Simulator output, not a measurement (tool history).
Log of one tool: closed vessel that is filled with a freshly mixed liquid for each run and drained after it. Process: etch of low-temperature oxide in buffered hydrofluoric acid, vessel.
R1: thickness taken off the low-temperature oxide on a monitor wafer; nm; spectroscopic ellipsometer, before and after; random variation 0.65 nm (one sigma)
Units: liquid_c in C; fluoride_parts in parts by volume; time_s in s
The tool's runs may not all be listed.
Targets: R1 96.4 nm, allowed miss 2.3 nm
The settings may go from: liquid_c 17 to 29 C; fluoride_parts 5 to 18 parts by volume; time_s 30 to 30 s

{"run": 1, "day": 0.0, "liquid_c": 21, "fluoride_parts": 11, "time_s": 30, "R1": 64.01}
{"run": 2, "day": 0.338, "liquid_c": 21, "fluoride_parts": 9, "time_s": 30, "R1": 75.628}
{"run": 3, "day": 0.588, "liquid_c": 18.5, "fluoride_parts": 9, "time_s": 30, "R1": 65.775}
{"run": 4, "day": 0.858, "liquid_c": 17, "fluoride_parts": 9, "time_s": 30, "R1": 59.949}
{"run": 5, "day": 0.938, "liquid_c": 17, "fluoride_parts": 9, "time_s": 30, "R1": 59.817}
{"run": 6, "day": 1.075, "liquid_c": 19, "fluoride_parts": 9, "time_s": 30, "R1": 67.146}
{"run": 7, "day": 1.35, "liquid_c": 20.5, "fluoride_parts": 9, "time_s": 30, "R1": 73.67}
{"run": 8, "day": 1.683, "liquid_c": 21.5, "fluoride_parts": 9, "time_s": 30, "R1": 77.716}

Which of these 4 next moves meets every target?
{"run": "A", "day": 2.017, "liquid_c": 25, "fluoride_parts": 8, "time_s": 30, "R1": "?"}
{"run": "B", "day": 2.017, "liquid_c": 20.5, "fluoride_parts": 7, "time_s": 30, "R1": "?"}
{"run": "C", "day": 2.017, "liquid_c": 23.5, "fluoride_parts": 13.5, "time_s": 30, "R1": "?"}
{"run": "D", "day": 2.017, "liquid_c": 20.5, "fluoride_parts": 8, "time_s": 30, "R1": "?"}

move=A R1=106.38
move=B R1=95.98
move=C R1=60.239
move=D R1=83.08
A: takes the result that was furthest off past its target
B: meets every target
C: further off than the last run
D: nearer than the last run, and not there yet
Move B is the one to make.

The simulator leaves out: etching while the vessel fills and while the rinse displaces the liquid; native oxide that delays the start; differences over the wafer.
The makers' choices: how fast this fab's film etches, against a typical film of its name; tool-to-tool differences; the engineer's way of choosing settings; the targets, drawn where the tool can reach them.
